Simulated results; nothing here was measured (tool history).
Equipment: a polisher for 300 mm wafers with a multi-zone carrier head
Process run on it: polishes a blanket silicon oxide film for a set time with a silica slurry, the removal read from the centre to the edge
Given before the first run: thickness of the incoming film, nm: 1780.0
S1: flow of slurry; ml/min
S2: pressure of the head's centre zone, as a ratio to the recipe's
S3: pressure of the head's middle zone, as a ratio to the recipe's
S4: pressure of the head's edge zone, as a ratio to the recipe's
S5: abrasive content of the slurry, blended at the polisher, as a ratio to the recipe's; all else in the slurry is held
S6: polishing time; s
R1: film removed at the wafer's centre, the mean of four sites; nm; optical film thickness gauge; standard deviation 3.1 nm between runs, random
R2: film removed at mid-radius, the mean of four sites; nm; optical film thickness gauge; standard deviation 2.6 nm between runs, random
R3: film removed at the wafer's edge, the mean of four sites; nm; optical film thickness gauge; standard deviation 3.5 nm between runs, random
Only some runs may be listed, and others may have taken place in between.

run 1 hour=0.0 | S1=160 S2=1.00 S3=1.00 S4=1.00 S5=1.00 S6=50 | R1=197.60 R2=207.38 R3=211.13
run 2 hour=0.5 | S1=160 S2=0.96 S3=1.00 S4=1.00 S5=1.00 S6=50 | R1=194.50 R2=211.63 R3=200.76
run 3 hour=5.4 | S1=180 S2=1.01 S3=1.01 S4=0.94 S5=1.10 S6=50 | R1=219.45 R2=219.14 R3=214.14
run 4 hour=7.2 | S1=180 S2=1.01 S3=1.01 S4=0.94 S5=0.95 S6=50 | R1=205.17 R2=211.34 R3=202.27
run 5 hour=10.3 | S1=180 S2=1.04 S3=1.01 S4=0.94 S5=0.95 S6=50 | R1=210.24 R2=208.29 R3=199.65
run 6 hour=13.5 | S1=180 S2=1.04 S3=1.01 S4=0.94 S5=0.95 S6=38 | R1=163.95 R2=159.39 R3=153.44
run 7 hour=15.2 | S1=190 S2=1.07 S3=1.05 S4=0.97 S5=1.15 S6=40 | R1=188.23 R2=186.00 R3=175.13

The next listed run, before its measurement:
run 8 hour=23.3 | S1=195 S2=1.08 S3=1.05 S4=0.99 S5=1.25 S6=42 | R1=? R2=? R3=?

For run 8 the tool returned R1 209.35 nm, R2 202.35 nm, R3 192.14 nm.
